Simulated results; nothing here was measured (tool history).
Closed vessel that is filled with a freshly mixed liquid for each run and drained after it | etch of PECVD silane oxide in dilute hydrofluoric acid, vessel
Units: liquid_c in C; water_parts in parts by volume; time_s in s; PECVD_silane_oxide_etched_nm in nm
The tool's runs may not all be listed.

run,hour,liquid_c,water_parts,time_s,PECVD_silane_oxide_etched_nm
1,0,22,105,100,17.121
2,3.7,24,105,100,18.474
3,12.7,24,105,105,19.47
4,18.3,24,135,105,14.894
5,24.4,25.5,115,105,18.391
6,25.3,25.5,100,105,21.802
7,32.2,26.5,85,105,27.685
8,35.9,27.5,80,105,30.767
9,40.6,28,75,105,33.215

Run 10 comes next. What will it give?
10,42.5,28.5,70,105,?

PECVD_silane_oxide_etched_nm: 36.713 nm
